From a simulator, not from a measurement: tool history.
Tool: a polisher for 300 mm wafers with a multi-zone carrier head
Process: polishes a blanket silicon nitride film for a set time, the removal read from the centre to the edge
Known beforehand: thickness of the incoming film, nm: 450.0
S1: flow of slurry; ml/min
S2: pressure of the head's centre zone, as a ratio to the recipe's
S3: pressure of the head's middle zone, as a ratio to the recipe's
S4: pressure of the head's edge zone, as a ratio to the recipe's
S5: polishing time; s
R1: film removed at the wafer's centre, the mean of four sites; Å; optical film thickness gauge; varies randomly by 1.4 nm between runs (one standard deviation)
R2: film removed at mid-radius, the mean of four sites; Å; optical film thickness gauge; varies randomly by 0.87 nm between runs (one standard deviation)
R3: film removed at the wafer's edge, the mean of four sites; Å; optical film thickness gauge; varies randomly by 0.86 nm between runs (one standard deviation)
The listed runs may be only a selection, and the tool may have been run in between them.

{"run": 1, "hour": 0.0, "S1": 235, "S2": 1.0, "S3": 1.0, "S4": 1.0, "S5": 75, "R1": 1220.4, "R2": 1310.4, "R3": 1284.3}
{"run": 2, "hour": 3.9, "S1": 195, "S2": 1.0, "S3": 1.0, "S4": 1.0, "S5": 75, "R1": 1242.3, "R2": 1297.0, "R3": 1232.1}
{"run": 3, "hour": 8.4, "S1": 190, "S2": 1.0, "S3": 0.97, "S4": 0.99, "S5": 72, "R1": 1159.2, "R2": 1207.8, "R3": 1192.7}
{"run": 4, "hour": 9.3, "S1": 190, "S2": 1.0, "S3": 0.94, "S4": 0.99, "S5": 72, "R1": 1179.8, "R2": 1170.8, "R3": 1184.0}
{"run": 5, "hour": 10.5, "S1": 190, "S2": 1.0, "S3": 0.94, "S4": 1.05, "S5": 72, "R1": 1174.1, "R2": 1169.7, "R3": 1230.1}
{"run": 6, "hour": 15.8, "S1": 180, "S2": 1.01, "S3": 0.93, "S4": 1.02, "S5": 69, "R1": 1119.7, "R2": 1111.4, "R3": 1134.9}

The next listed run, before its measurement:
{"run": 7, "hour": 24.6, "S1": 175, "S2": 1.02, "S3": 0.92, "S4": 1.0, "S5": 67, "R1": "?", "R2": "?", "R3": "?"}

Run 7 came out at R1 1095.1 Å, R2 1080.6 Å, R3 1131.0 Å.

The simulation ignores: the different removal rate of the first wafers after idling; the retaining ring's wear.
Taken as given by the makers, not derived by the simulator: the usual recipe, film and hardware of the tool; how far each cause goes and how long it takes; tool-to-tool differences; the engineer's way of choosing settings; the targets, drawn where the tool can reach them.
